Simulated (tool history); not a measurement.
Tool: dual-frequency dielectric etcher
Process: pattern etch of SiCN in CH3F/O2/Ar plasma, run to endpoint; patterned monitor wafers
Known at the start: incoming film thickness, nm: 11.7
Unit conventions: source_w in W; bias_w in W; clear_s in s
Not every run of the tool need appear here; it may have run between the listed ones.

run,day,source_w,bias_w,clear_s
1,0,380,71,29.564
2,0.3,410,72,28.105
3,0.625,420,72,27.692
4,0.983,360,72,30.313
5,1.017,310,72,32.823
6,1.1,340,72,31.489
7,1.471,370,73,29.869

Run 8 has not been measured yet. What should we expect?
8,1.804,390,74,?

{"run 8": {"clear_s": 29.098}}
